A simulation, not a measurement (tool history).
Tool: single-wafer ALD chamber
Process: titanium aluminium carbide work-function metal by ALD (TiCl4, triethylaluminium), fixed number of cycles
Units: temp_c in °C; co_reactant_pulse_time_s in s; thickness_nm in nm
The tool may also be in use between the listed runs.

Run 1, day 0.000: temp_c 295 °C, co_reactant_pulse_time_s 13.25 s. Result: thickness_nm 2.2004 nm.
Run 2, day 0.300: temp_c 304 °C, co_reactant_pulse_time_s 13.25 s. Result: thickness_nm 2.2673 nm.
Run 3, day 0.675: temp_c 304 °C, co_reactant_pulse_time_s 14.98 s. Result: thickness_nm 2.2937 nm.
Run 4, day 0.967: temp_c 304 °C, co_reactant_pulse_time_s 18.64 s. Result: thickness_nm 2.3077 nm.
Run 5, day 1.208: temp_c 296 °C, co_reactant_pulse_time_s 15.12 s. Result: thickness_nm 2.2292 nm.
Run 6, day 1.538: temp_c 291 °C, co_reactant_pulse_time_s 15.12 s. Result: thickness_nm 2.1909 nm.
Run 7, day 1.662: temp_c 286 °C, co_reactant_pulse_time_s 12.50 s. Result: thickness_nm 2.1342 nm.
Run 8, day 1.925: temp_c 286 °C, co_reactant_pulse_time_s 12.50 s. Result: thickness_nm 2.1376 nm.
At day 1.992: thermocouple changed; heater temperature recalibrated.
Run 9, day 1.992: temp_c 282 °C, co_reactant_pulse_time_s 10.54 s. Result: thickness_nm 1.9951 nm.

The next listed run, before its measurement:
Run 10, day 2.279: temp_c 279 °C, co_reactant_pulse_time_s 9.09 s. Result: thickness_nm ?.

Run 10 gave thickness_nm 1.8927 nm.
